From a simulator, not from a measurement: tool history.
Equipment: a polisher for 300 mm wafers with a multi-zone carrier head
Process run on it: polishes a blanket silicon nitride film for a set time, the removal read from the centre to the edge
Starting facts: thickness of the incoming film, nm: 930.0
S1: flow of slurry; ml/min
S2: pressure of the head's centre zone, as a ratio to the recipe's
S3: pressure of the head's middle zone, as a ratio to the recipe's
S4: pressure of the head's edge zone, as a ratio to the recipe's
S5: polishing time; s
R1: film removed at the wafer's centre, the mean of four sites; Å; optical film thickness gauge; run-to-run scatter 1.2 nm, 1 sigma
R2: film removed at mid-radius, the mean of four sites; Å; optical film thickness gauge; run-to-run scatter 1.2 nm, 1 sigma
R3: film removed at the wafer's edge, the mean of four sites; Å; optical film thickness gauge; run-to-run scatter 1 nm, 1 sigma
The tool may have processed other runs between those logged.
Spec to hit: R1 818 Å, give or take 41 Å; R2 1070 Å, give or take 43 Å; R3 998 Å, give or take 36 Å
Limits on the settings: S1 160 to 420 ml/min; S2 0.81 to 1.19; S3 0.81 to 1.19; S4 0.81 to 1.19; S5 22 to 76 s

run    day   S1    S2    S3    S4  S5      R1      R2      R3
  1      0  270     1     1     1  49  990.32  1017.4  987.34
  2   0.15  270  0.98  1.01     1  49  918.73  1010.4  982.99
  3  0.233  320  0.98  1.01     1  49  943.76  1025.8  1005.2
  4  0.471  320  0.97  1.02     1  49  928.08    1020  994.64
     0.825  -- worn pad replaced by a new one
  5  0.825  320  0.94  1.02     1  49  1002.6  1140.5  1110.8
  6  1.125  320  0.94  1.02  1.07  49  1015.3  1161.9  1126.1
  7  1.275  320  0.93  1.03  1.04  49  1012.3    1164    1135
  8  1.375  320  0.92  1.04  1.01  48  955.26  1138.3  1076.9
  9  1.433  325  0.91  1.04  0.99  48  976.56  1145.5  1066.3
 10  1.658  335   0.9  1.04     1  46  921.12  1083.1  1029.7
 11      2  335   0.9  1.04     1  46  915.23  1090.9  1040.2
 12  2.075  340  0.89  1.04  0.99  46  924.12  1113.1  1019.3

5 candidate next runs follow, results not yet known. Just one meets every target within its allowed miss. Identify it.
  A  2.15  340  0.86  1.08  1.04  44   ?   ?   ?
  B  2.15  365  0.91  0.94  1.07  47   ?   ?   ?
  C  2.15  380     1  0.92  0.88  47   ?   ?   ?
  D  2.15  350  1.08  1.02  1.13  43   ?   ?   ?
  E  2.15  340   0.9  1.03  1.13  42   ?   ?   ?

move      R1      R2      R3
   A  833.74  1069.4  988.41
   B  948.01  1042.1  1077.1
   C    1046  1029.9  983.97
   D  1027.4  1004.7  1009.6
   E  832.95  986.67   984.2
A: in spec on every target
B: its largest miss is bigger than the last run's
C: its largest miss is bigger than the last run's
D: its largest miss is bigger than the last run's
E: brings the last run's worst result on target, with another outside its allowed miss
A meets every target.
